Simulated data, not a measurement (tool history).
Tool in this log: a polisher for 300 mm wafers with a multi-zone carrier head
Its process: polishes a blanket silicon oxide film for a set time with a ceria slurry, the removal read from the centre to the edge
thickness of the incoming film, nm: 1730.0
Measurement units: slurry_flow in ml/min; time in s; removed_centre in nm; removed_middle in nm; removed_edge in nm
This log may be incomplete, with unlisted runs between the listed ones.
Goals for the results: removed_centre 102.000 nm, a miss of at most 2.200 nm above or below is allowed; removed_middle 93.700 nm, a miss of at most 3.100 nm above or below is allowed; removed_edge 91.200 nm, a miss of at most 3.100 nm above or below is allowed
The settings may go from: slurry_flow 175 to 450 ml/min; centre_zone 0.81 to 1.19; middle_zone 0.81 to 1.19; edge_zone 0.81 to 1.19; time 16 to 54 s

Run 1, hour 0.0: slurry_flow 290 ml/min, centre_zone 1.00, middle_zone 1.00, edge_zone 1.00, time 35 s. Result: removed_centre 139.270 nm, removed_middle 134.840 nm, removed_edge 137.600 nm.
Run 2, hour 8.4: slurry_flow 290 ml/min, centre_zone 1.00, middle_zone 1.00, edge_zone 1.06, time 35 s. Result: removed_centre 141.580 nm, removed_middle 134.830 nm, removed_edge 141.470 nm.
Run 3, hour 10.5: slurry_flow 290 ml/min, centre_zone 1.00, middle_zone 1.00, edge_zone 1.06, time 30 s. Result: removed_centre 121.240 nm, removed_middle 116.530 nm, removed_edge 122.350 nm.
Run 4, hour 14.9: slurry_flow 290 ml/min, centre_zone 1.06, middle_zone 1.00, edge_zone 1.06, time 30 s. Result: removed_centre 127.980 nm, removed_middle 116.200 nm, removed_edge 119.740 nm.
At hour 20.4: slurry nozzle cleaned.
Run 5, hour 20.4: slurry_flow 285 ml/min, centre_zone 1.06, middle_zone 0.99, edge_zone 1.01, time 28 s. Result: removed_centre 123.560 nm, removed_middle 111.000 nm, removed_edge 110.720 nm.
Run 6, hour 23.2: slurry_flow 285 ml/min, centre_zone 1.06, middle_zone 0.99, edge_zone 1.05, time 28 s. Result: removed_centre 120.450 nm, removed_middle 110.290 nm, removed_edge 115.160 nm.
Run 7, hour 26.0: slurry_flow 285 ml/min, centre_zone 1.06, middle_zone 0.99, edge_zone 1.05, time 28 s. Result: removed_centre 122.110 nm, removed_middle 111.630 nm, removed_edge 113.620 nm.
Run 8, hour 31.0: slurry_flow 285 ml/min, centre_zone 1.06, middle_zone 0.99, edge_zone 1.05, time 28 s. Result: removed_centre 121.890 nm, removed_middle 109.460 nm, removed_edge 111.870 nm.

Consider the 5 candidate settings below. Which is the only one whose results all fall within their allowed miss of target?
Run A, hour 36.0: slurry_flow 290 ml/min, centre_zone 1.13, middle_zone 1.12, edge_zone 1.11, time 22 s. Result: removed_centre ?, removed_middle ?, removed_edge ?.
Run B, hour 36.0: slurry_flow 270 ml/min, centre_zone 1.08, middle_zone 0.89, edge_zone 1.04, time 24 s. Result: removed_centre ?, removed_middle ?, removed_edge ?.
Run C, hour 36.0: slurry_flow 270 ml/min, centre_zone 1.04, middle_zone 0.96, edge_zone 1.11, time 23 s. Result: removed_centre ?, removed_middle ?, removed_edge ?.
Run D, hour 36.0: slurry_flow 260 ml/min, centre_zone 1.08, middle_zone 0.82, edge_zone 0.94, time 25 s. Result: removed_centre ?, removed_middle ?, removed_edge ?.
Run E, hour 36.0: slurry_flow 315 ml/min, centre_zone 1.06, middle_zone 0.82, edge_zone 1.16, time 36 s. Result: removed_centre ?, removed_middle ?, removed_edge ?.

move  removed_centre  removed_middle  removed_edge
   A         103.140          93.495        91.713
   B         106.480          85.303        96.564
   C          98.283          86.419        95.527
   D         110.370          83.462        95.601
   E         159.350         122.500       154.990
A: every result within its allowed miss
B: better than the last run, though not everything is in spec
C: carries the result that was furthest off beyond its target, to the other side
D: better than the last run, though not everything is in spec
E: moves away from the targets compared with the last run
A meets every target.

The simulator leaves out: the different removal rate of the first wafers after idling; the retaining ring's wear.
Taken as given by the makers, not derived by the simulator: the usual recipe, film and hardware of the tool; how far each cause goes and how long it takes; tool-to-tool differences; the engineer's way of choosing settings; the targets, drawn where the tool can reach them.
